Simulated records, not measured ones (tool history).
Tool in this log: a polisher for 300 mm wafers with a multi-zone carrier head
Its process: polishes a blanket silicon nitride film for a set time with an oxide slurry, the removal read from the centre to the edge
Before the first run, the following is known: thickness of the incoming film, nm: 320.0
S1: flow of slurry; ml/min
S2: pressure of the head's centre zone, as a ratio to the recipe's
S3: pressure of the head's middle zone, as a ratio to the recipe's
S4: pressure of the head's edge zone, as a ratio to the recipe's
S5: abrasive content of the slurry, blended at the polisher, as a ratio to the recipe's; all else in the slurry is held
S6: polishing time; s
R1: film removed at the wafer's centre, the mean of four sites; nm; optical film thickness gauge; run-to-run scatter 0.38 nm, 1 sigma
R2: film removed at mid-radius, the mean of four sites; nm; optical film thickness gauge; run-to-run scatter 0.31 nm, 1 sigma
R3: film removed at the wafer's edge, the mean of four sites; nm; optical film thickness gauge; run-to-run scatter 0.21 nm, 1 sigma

{"run": 1, "hour": 0.0, "S1": 155, "S2": 1.0, "S3": 1.0, "S4": 1.0, "S5": 1.0, "S6": 64, "R1": 38.577, "R2": 38.95, "R3": 38.186}
{"run": 2, "hour": 7.3, "S1": 150, "S2": 1.02, "S3": 0.98, "S4": 0.96, "S5": 0.95, "S6": 64, "R1": 37.905, "R2": 37.836, "R3": 36.887}
{"run": 3, "hour": 10.2, "S1": 150, "S2": 1.02, "S3": 0.98, "S4": 0.96, "S5": 0.95, "S6": 50, "R1": 29.58, "R2": 28.855, "R3": 28.739}
{"run": 4, "hour": 13.1, "S1": 165, "S2": 1.05, "S3": 0.98, "S4": 0.96, "S5": 0.95, "S6": 50, "R1": 31.338, "R2": 29.73, "R3": 28.733}
{"run": 5, "hour": 21.3, "S1": 165, "S2": 1.05, "S3": 0.98, "S4": 0.96, "S5": 0.95, "S6": 64, "R1": 40.741, "R2": 38.092, "R3": 37.005}
{"run": 6, "hour": 25.1, "S1": 165, "S2": 1.05, "S3": 0.98, "S4": 0.96, "S5": 0.95, "S6": 52, "R1": 32.593, "R2": 30.724, "R3": 30.257}

The next listed run, before its measurement:
{"run": 7, "hour": 26.9, "S1": 170, "S2": 1.06, "S3": 0.98, "S4": 0.95, "S5": 0.95, "S6": 52, "R1": "?", "R2": "?", "R3": "?"}

R1: 32.657 nm
R2: 31.032 nm
R3: 29.963 nm
